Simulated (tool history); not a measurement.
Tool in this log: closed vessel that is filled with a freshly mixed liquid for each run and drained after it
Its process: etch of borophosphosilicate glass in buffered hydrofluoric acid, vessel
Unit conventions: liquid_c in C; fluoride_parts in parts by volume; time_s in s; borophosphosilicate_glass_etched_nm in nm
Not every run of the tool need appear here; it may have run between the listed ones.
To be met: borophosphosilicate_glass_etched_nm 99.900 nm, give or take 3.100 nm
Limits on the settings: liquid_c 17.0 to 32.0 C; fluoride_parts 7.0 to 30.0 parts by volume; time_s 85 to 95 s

| run | hour | liquid_c | fluoride_parts | time_s | borophosphosilicate_glass_etched_nm |
|---|---|---|---|---|---|
| 1 | 0.0 | 24.0 | 19.0 | 85 | 126.080 |
| 2 | 8.5 | 24.0 | 14.5 | 85 | 162.960 |
| 3 | 12.3 | 23.0 | 15.0 | 85 | 152.130 |
| 4 | 19.2 | 22.0 | 15.5 | 85 | 138.260 |
| 5 | 28.0 | 21.0 | 15.5 | 85 | 133.180 |
|  | 35.5 | thermometer replaced |
| 6 | 35.5 | 21.0 | 15.5 | 95 | 136.040 |
| 7 | 39.2 | 20.5 | 15.5 | 95 | 131.920 |
| 8 | 48.0 | 20.0 | 15.5 | 95 | 127.310 |

Exercise: of the 5 proposed moves below, exactly one satisfies all targets within the stated allowed misses. Which move is it?
| A | 56.8 | 21.5 | 12.5 | 90 | ? |
| B | 56.8 | 23.0 | 22.0 | 95 | ? |
| C | 56.8 | 23.0 | 12.5 | 95 | ? |
| D | 56.8 | 22.0 | 23.0 | 95 | ? |
| E | 56.8 | 17.0 | 18.0 | 85 | ? |

| move | borophosphosilicate_glass_etched_nm |
|---|---|
| A | 160.530 |
| B | 108.230 |
| C | 183.900 |
| D | 99.355 |
| E | 82.289 |
A: its largest miss is bigger than the last run's
B: gains on the last run, yet a result remains outside its allowed miss
C: its largest miss is bigger than the last run's
D: every result lands within tolerance
E: carries the result that was furthest off beyond its target, to the other side
Move D is the one to make.

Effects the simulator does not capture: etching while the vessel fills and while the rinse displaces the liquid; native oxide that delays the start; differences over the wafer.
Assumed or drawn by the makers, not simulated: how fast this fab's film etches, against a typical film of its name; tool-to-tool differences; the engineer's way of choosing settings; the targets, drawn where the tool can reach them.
